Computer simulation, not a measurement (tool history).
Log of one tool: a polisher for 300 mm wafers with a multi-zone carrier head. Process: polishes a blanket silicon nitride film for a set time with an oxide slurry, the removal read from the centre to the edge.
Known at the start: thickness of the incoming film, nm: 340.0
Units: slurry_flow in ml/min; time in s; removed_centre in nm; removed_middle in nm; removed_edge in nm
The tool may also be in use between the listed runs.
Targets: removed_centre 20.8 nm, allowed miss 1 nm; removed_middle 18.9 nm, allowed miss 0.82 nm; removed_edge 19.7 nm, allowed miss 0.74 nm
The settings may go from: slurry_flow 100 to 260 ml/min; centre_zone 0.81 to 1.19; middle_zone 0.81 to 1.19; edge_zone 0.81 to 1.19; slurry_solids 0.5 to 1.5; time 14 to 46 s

| run | hour | slurry_flow | centre_zone | middle_zone | edge_zone | slurry_solids | time | removed_centre | removed_middle | removed_edge |
|---|---|---|---|---|---|---|---|---|---|---|
| 1 | 0 | 165 | 1 | 1 | 1 | 1 | 30 | 26.759 | 27.605 | 27.827 |
| 2 | 2.2 | 180 | 1 | 1 | 1 | 1 | 30 | 27.926 | 27.482 | 27.894 |
| 3 | 3 | 185 | 1 | 0.98 | 0.97 | 0.85 | 29 | 24.694 | 24.779 | 25.205 |
| 4 | 10.2 | 185 | 1.03 | 0.96 | 0.94 | 0.75 | 28 | 23.071 | 21.396 | 21.719 |
| 5 | 16.7 | 170 | 1.03 | 0.95 | 0.93 | 0.75 | 28 | 22.264 | 21.143 | 21.947 |
| 6 | 24.8 | 170 | 1.03 | 0.95 | 0.93 | 0.75 | 33 | 26.463 | 25.538 | 25.287 |
| 7 | 33.4 | 140 | 1.02 | 0.86 | 0.83 | 0.5 | 30 | 18.285 | 15.978 | 16.738 |
| 8 | 40.7 | 160 | 1.02 | 0.87 | 0.86 | 0.5 | 30 | 18.426 | 16.848 | 17.695 |
| 9 | 47 | 175 | 1.04 | 0.88 | 0.87 | 0.5 | 30 | 18.966 | 16.698 | 17.315 |
| 10 | 51.5 | 175 | 1.05 | 0.9 | 0.9 | 0.5 | 30 | 19.084 | 17.254 | 18.064 |
| 11 | 52.3 | 175 | 1.06 | 0.91 | 0.92 | 0.5 | 30 | 19.232 | 17.398 | 17.828 |

5 next moves are on the table. One of them brings every result within its allowed miss. Which?
| A | 53.1 | 165 | 1.07 | 0.94 | 0.84 | 0.5 | 32 | ? | ? | ? |
| B | 53.1 | 175 | 1.03 | 0.87 | 0.95 | 0.55 | 28 | ? | ? | ? |
| C | 53.1 | 210 | 1.04 | 1.05 | 0.81 | 0.7 | 23 | ? | ? | ? |
| D | 53.1 | 180 | 1.04 | 0.9 | 0.92 | 0.5 | 33 | ? | ? | ? |
| E | 53.1 | 140 | 1.12 | 0.86 | 0.86 | 0.75 | 27 | ? | ? | ? |

| move | removed_centre | removed_middle | removed_edge |
|---|---|---|---|
| A | 21.097 | 18.819 | 18.235 |
| B | 19.22 | 17.162 | 17.929 |
| C | 19.232 | 18.565 | 16.652 |
| D | 21.477 | 19.282 | 19.582 |
| E | 23.498 | 19.271 | 19.805 |
A: nearer than the last run, and not there yet
B: nearer than the last run, and not there yet
C: further off than the last run
D: meets every target
E: brings the result that was furthest off to its target, and leaves another outside
Answer: D

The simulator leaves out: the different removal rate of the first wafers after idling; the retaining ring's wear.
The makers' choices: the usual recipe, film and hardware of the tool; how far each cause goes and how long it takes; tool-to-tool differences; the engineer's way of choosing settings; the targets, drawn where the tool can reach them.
